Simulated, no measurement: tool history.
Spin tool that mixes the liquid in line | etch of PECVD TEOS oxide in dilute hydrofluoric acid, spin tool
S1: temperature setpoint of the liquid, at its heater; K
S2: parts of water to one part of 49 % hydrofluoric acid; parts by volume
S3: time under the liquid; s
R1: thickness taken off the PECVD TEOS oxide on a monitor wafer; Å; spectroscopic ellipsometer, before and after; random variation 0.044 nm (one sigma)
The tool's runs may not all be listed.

| run | hour | S1 | S2 | S3 | R1 |
|---|---|---|---|---|---|
| 1 | 0.0 | 298.15 | 100 | 80 | 97.347 |
| 2 | 1.5 | 297.15 | 105 | 80 | 88.503 |
| 3 | 7.2 | 296.15 | 110 | 80 | 82.802 |
| 4 | 10.0 | 295.65 | 115 | 80 | 76.037 |
| 5 | 17.6 | 295.65 | 115 | 60 | 56.887 |
| 6 | 19.4 | 295.15 | 115 | 60 | 56.316 |

The next listed run, before its measurement:
| 7 | 20.0 | 294.65 | 115 | 60 | ? |

Run 7 gave R1 54.491 Å.
